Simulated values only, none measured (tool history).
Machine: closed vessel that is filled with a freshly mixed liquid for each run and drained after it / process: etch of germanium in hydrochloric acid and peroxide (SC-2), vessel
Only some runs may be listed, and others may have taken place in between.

run,hour,temperature setpoint of the liquid (C),parts of water to one part each of 37 % hydrochloric acid and 30 % peroxide (parts by volume),time in the liquid (s),thickness taken off the germanium on a monitor wafer (angstrom)
1,0.0,60.0,11.0,85,2482.7
2,4.5,60.0,8.5,85,2560.2
3,6.5,56.5,8.5,85,2301.4
4,11.4,56.5,8.5,85,2316.8
5,18.6,54.0,8.5,85,2117.1
6,20.0,54.0,8.5,95,2406.7

What will run 7 give?
7,28.1,51.5,8.5,95,?

{"run 7": {"thickness taken off the germanium on a monitor wafer (angstrom)": 2228.4}}

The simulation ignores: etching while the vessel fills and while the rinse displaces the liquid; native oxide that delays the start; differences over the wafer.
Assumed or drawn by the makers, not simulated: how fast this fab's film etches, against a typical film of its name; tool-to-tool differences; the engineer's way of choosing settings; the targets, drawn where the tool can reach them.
